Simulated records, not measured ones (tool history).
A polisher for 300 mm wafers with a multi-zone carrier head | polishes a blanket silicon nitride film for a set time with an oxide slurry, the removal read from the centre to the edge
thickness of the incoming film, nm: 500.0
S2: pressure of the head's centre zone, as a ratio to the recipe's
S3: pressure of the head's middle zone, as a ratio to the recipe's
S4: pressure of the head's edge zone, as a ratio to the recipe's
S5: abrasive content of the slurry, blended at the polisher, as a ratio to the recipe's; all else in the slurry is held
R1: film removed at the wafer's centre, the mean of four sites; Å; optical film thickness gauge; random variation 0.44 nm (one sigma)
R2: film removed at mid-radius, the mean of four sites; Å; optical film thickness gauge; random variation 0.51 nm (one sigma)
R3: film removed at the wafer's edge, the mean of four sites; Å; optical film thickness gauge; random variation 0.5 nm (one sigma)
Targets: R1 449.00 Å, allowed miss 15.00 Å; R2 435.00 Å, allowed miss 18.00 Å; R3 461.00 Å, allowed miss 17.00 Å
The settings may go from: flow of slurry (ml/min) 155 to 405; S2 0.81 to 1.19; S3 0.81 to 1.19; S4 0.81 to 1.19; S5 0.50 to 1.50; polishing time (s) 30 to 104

{"run": 1, "hour": 0.0, "flow of slurry (ml/min)": 260, "S2": 1.0, "S3": 1.0, "S4": 1.0, "S5": 1.0, "polishing time (s)": 67, "R1": 682.58, "R2": 676.38, "R3": 682.76}
{"run": 2, "hour": 7.2, "flow of slurry (ml/min)": 260, "S2": 0.99, "S3": 0.98, "S4": 0.98, "S5": 0.9, "polishing time (s)": 66, "R1": 623.69, "R2": 624.2, "R3": 606.54}
{"run": 3, "hour": 13.1, "flow of slurry (ml/min)": 215, "S2": 0.99, "S3": 0.98, "S4": 0.98, "S5": 0.9, "polishing time (s)": 66, "R1": 609.01, "R2": 600.0, "R3": 615.89}
{"run": 4, "hour": 15.9, "flow of slurry (ml/min)": 215, "S2": 1.04, "S3": 0.98, "S4": 0.98, "S5": 0.9, "polishing time (s)": 66, "R1": 641.62, "R2": 620.32, "R3": 620.52}
{"run": 5, "hour": 19.4, "flow of slurry (ml/min)": 215, "S2": 1.01, "S3": 0.95, "S4": 0.96, "S5": 0.85, "polishing time (s)": 66, "R1": 606.79, "R2": 575.86, "R3": 587.46}
{"run": 6, "hour": 28.4, "flow of slurry (ml/min)": 215, "S2": 0.98, "S3": 0.93, "S4": 0.94, "S5": 0.8, "polishing time (s)": 66, "R1": 574.66, "R2": 545.33, "R3": 560.96}
{"run": 7, "hour": 33.0, "flow of slurry (ml/min)": 215, "S2": 0.96, "S3": 0.92, "S4": 0.93, "S5": 0.75, "polishing time (s)": 66, "R1": 533.94, "R2": 507.31, "R3": 521.75}
{"run": 8, "hour": 37.7, "flow of slurry (ml/min)": 200, "S2": 0.86, "S3": 0.83, "S4": 0.85, "S5": 0.75, "polishing time (s)": 66, "R1": 480.91, "R2": 465.28, "R3": 498.51}
{"run": 9, "hour": 38.4, "flow of slurry (ml/min)": 195, "S2": 0.85, "S3": 0.82, "S4": 0.81, "S5": 0.6, "polishing time (s)": 66, "R1": 380.35, "R2": 374.17, "R3": 407.37}
{"run": 10, "hour": 46.4, "flow of slurry (ml/min)": 210, "S2": 0.86, "S3": 0.83, "S4": 0.83, "S5": 0.6, "polishing time (s)": 66, "R1": 387.67, "R2": 372.85, "R3": 412.87}
{"run": 11, "hour": 52.9, "flow of slurry (ml/min)": 205, "S2": 0.88, "S3": 0.85, "S4": 0.85, "S5": 0.6, "polishing time (s)": 66, "R1": 405.67, "R2": 389.8, "R3": 404.23}
{"run": 12, "hour": 54.6, "flow of slurry (ml/min)": 205, "S2": 0.87, "S3": 0.85, "S4": 0.87, "S5": 0.6, "polishing time (s)": 66, "R1": 387.84, "R2": 379.69, "R3": 411.28}
{"hour": 62.9, "done": "edge zone pressure recalibrated"}
{"run": 13, "hour": 62.9, "flow of slurry (ml/min)": 205, "S2": 0.88, "S3": 0.86, "S4": 0.88, "S5": 0.6, "polishing time (s)": 66, "R1": 401.7, "R2": 394.3, "R3": 404.79}
{"run": 14, "hour": 69.0, "flow of slurry (ml/min)": 210, "S2": 0.89, "S3": 0.87, "S4": 0.87, "S5": 0.6, "polishing time (s)": 66, "R1": 400.74, "R2": 387.23, "R3": 404.82}
{"run": 15, "hour": 77.8, "flow of slurry (ml/min)": 235, "S2": 0.94, "S3": 0.93, "S4": 0.97, "S5": 0.75, "polishing time (s)": 66, "R1": 525.28, "R2": 510.99, "R3": 507.26}
{"run": 16, "hour": 82.3, "flow of slurry (ml/min)": 230, "S2": 0.92, "S3": 0.91, "S4": 0.96, "S5": 0.75, "polishing time (s)": 66, "R1": 514.89, "R2": 510.79, "R3": 525.57}
{"run": 17, "hour": 90.7, "flow of slurry (ml/min)": 225, "S2": 0.92, "S3": 0.9, "S4": 0.94, "S5": 0.75, "polishing time (s)": 66, "R1": 507.28, "R2": 509.2, "R3": 509.14}
{"run": 18, "hour": 95.4, "flow of slurry (ml/min)": 210, "S2": 0.89, "S3": 0.81, "S4": 0.94, "S5": 0.55, "polishing time (s)": 65, "R1": 360.06, "R2": 336.57, "R3": 367.32}
{"run": 19, "hour": 99.6, "flow of slurry (ml/min)": 210, "S2": 0.89, "S3": 0.82, "S4": 0.93, "S5": 0.6, "polishing time (s)": 65, "R1": 395.51, "R2": 372.62, "R3": 404.27}
{"run": 20, "hour": 101.6, "flow of slurry (ml/min)": 210, "S2": 0.89, "S3": 0.83, "S4": 0.93, "S5": 0.6, "polishing time (s)": 65, "R1": 398.82, "R2": 375.27, "R3": 400.05}
{"run": 21, "hour": 110.1, "flow of slurry (ml/min)": 210, "S2": 0.89, "S3": 0.84, "S4": 0.92, "S5": 0.65, "polishing time (s)": 65, "R1": 427.26, "R2": 407.64, "R3": 447.37}
{"run": 22, "hour": 112.6, "flow of slurry (ml/min)": 210, "S2": 0.89, "S3": 0.85, "S4": 0.92, "S5": 0.65, "polishing time (s)": 65, "R1": 432.29, "R2": 414.25, "R3": 433.17}
{"run": 23, "hour": 118.9, "flow of slurry (ml/min)": 210, "S2": 0.89, "S3": 0.85, "S4": 0.92, "S5": 0.65, "polishing time (s)": 65, "R1": 432.08, "R2": 420.32, "R3": 425.04}
{"run": 24, "hour": 126.9, "flow of slurry (ml/min)": 215, "S2": 0.89, "S3": 0.86, "S4": 0.92, "S5": 0.65, "polishing time (s)": 65, "R1": 432.72, "R2": 409.03, "R3": 431.78}

Which of these 4 next moves meets every target?
{"run": "A", "hour": 134.9, "flow of slurry (ml/min)": 270, "S2": 1.1, "S3": 0.95, "S4": 1.12, "S5": 1.5, "polishing time (s)": 33, "R1": "?", "R2": "?", "R3": "?"}
{"run": "B", "hour": 134.9, "flow of slurry (ml/min)": 365, "S2": 1.14, "S3": 0.94, "S4": 1.19, "S5": 1.5, "polishing time (s)": 32, "R1": "?", "R2": "?", "R3": "?"}
{"run": "C", "hour": 134.9, "flow of slurry (ml/min)": 190, "S2": 0.84, "S3": 0.81, "S4": 0.81, "S5": 0.6, "polishing time (s)": 78, "R1": "?", "R2": "?", "R3": "?"}
{"run": "D", "hour": 134.9, "flow of slurry (ml/min)": 375, "S2": 1.13, "S3": 1.18, "S4": 1.19, "S5": 1.5, "polishing time (s)": 30, "R1": "?", "R2": "?", "R3": "?"}

move=A R1=446.86 R2=397.28 R3=416.23
move=B R1=455.88 R2=389.20 R3=422.74
move=C R1=454.12 R2=441.32 R3=455.44
move=D R1=425.79 R2=443.50 R3=395.55
A: further off than the last run
B: further off than the last run
C: meets every target
D: further off than the last run
Answer: C

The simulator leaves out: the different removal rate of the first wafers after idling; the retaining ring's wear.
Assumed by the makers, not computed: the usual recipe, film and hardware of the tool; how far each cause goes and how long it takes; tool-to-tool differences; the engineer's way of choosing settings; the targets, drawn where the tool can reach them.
